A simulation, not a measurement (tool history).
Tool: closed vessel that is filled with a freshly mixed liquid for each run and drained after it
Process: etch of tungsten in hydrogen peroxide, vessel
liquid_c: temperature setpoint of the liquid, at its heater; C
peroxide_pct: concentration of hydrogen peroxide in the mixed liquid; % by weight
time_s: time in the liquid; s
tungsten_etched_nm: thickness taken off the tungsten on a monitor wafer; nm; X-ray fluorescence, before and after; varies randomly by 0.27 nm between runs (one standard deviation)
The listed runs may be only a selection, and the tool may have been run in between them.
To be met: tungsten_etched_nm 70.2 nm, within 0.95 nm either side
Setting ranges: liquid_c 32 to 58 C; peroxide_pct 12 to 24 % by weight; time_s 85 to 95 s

{"run": 1, "hour": 0.0, "liquid_c": 42, "peroxide_pct": 16, "time_s": 85, "tungsten_etched_nm": 117.42}
{"run": 2, "hour": 6.9, "liquid_c": 40, "peroxide_pct": 16, "time_s": 85, "tungsten_etched_nm": 102.6}
{"run": 3, "hour": 12.4, "liquid_c": 38.5, "peroxide_pct": 16, "time_s": 85, "tungsten_etched_nm": 93.129}
{"run": 4, "hour": 18.8, "liquid_c": 43, "peroxide_pct": 16, "time_s": 85, "tungsten_etched_nm": 124.32}
{"run": 5, "hour": 27.7, "liquid_c": 43, "peroxide_pct": 18.5, "time_s": 85, "tungsten_etched_nm": 134.27}
{"run": 6, "hour": 34.2, "liquid_c": 40.5, "peroxide_pct": 18.5, "time_s": 85, "tungsten_etched_nm": 114.27}
{"hour": 41.9, "done": "new drum of peroxide connected"}
{"run": 7, "hour": 41.9, "liquid_c": 38.5, "peroxide_pct": 18.5, "time_s": 85, "tungsten_etched_nm": 102.78}
{"run": 8, "hour": 42.7, "liquid_c": 37, "peroxide_pct": 18.5, "time_s": 85, "tungsten_etched_nm": 93.716}
{"run": 9, "hour": 44.4, "liquid_c": 37, "peroxide_pct": 18.5, "time_s": 85, "tungsten_etched_nm": 93.734}
{"run": 10, "hour": 49.3, "liquid_c": 36, "peroxide_pct": 18.5, "time_s": 85, "tungsten_etched_nm": 87.306}
{"run": 11, "hour": 54.5, "liquid_c": 35, "peroxide_pct": 18.5, "time_s": 85, "tungsten_etched_nm": 81.701}

Exactly one of the 5 candidate moves below puts every result within its allowed miss. Which one?
{"run": "A", "hour": 59.7, "liquid_c": 33, "peroxide_pct": 16.5, "time_s": 95, "tungsten_etched_nm": "?"}
{"run": "B", "hour": 59.7, "liquid_c": 33, "peroxide_pct": 18, "time_s": 85, "tungsten_etched_nm": "?"}
{"run": "C", "hour": 59.7, "liquid_c": 34, "peroxide_pct": 18, "time_s": 85, "tungsten_etched_nm": "?"}
{"run": "D", "hour": 59.7, "liquid_c": 32.5, "peroxide_pct": 16, "time_s": 90, "tungsten_etched_nm": "?"}
{"run": "E", "hour": 59.7, "liquid_c": 34, "peroxide_pct": 19, "time_s": 85, "tungsten_etched_nm": "?"}

move=A tungsten_etched_nm=75.42
move=B tungsten_etched_nm=70.482
move=C tungsten_etched_nm=75.432
move=D tungsten_etched_nm=68.001
move=E tungsten_etched_nm=77.499
A: nearer the targets than the last run, but a result is still out of spec
B: every result within its allowed miss
C: nearer the targets than the last run, but a result is still out of spec
D: moves the result that the last run missed by most past its target, out the other side
E: nearer the targets than the last run, but a result is still out of spec
Correct choice: B, which meets every target
